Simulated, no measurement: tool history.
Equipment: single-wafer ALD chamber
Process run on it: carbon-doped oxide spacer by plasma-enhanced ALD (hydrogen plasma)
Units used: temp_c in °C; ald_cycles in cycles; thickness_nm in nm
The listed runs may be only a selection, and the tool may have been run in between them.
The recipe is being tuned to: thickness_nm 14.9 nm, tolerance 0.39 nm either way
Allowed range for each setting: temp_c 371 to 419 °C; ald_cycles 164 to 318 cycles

run,hour,temp_c,ald_cycles,thickness_nm
1,0,395,241,12.168
2,6.3,395,259,13.189
3,15,395,271,13.729
4,23.9,395,275,13.992
# hour 30.1: thermocouple changed; heater temperature recalibrated
5,30.1,395,261,13.262
6,35.4,395,266,13.516
7,42,395,270,13.697
8,50.4,395,274,13.934
9,53.9,395,277,14.126

Which single option among these 4 for the next run brings every result within its allowed miss of target? Just one does.
A,57.4,397,290,?
B,57.4,399,269,?
C,57.4,396,253,?
D,57.4,393,268,?

move,thickness_nm
A,14.837
B,13.763
C,12.944
D,13.712
A: each result inside its tolerance
B: misses by more than the last run did
C: misses by more than the last run did
D: misses by more than the last run did
Go with A: it meets all targets.
